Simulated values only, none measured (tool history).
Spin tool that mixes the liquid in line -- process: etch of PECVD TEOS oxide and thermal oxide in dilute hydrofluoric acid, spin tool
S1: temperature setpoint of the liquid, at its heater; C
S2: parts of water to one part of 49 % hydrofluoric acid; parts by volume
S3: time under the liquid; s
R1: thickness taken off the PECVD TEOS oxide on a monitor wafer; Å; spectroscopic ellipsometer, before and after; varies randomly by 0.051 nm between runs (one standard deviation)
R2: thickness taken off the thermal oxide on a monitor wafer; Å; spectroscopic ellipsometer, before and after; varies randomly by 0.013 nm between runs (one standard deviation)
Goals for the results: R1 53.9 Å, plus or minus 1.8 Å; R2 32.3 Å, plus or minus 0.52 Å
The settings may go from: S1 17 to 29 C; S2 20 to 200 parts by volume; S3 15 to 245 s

run  hour    S1   S2   S3      R1      R2
  1     0    21  110  125    79.5  47.546
  2   7.4    20  115  125  73.589  43.798
  3  14.3    19  120  125  67.569  40.288
  4  21.8  18.5  125  125  62.713  37.692
  5  28.7    17  125  125  57.899  35.334
  6  37.3    17  125  150  70.846  42.021
  7  43.2    17  125  150  70.411  42.542
  8  47.7    17  135  150   65.49   38.92
  9  48.7    17  140  150  63.089  37.187
 10  51.8    17  145  150  60.344  35.858
 11  54.2    17  150  150  57.244  34.392
 12  62.3    17  150  150  57.724   34.48
 13  65.1    17  155  150   55.18  33.207

4 next moves are on the table. One of them brings every result within its allowed miss. Which?
  A  67.9    17  180  180   ?   ?
  B  67.9    19   20   15   ?   ?
  C  67.9  19.5  155  140   ?   ?
  D  67.9    17  180  185   ?   ?

move      R1      R2
   A  55.666  33.469
   B  53.833  32.367
   C  56.955  34.244
   D  57.213  34.399
A: its largest miss is bigger than the last run's
B: in spec on every target
C: its largest miss is bigger than the last run's
D: its largest miss is bigger than the last run's
The right move is B.
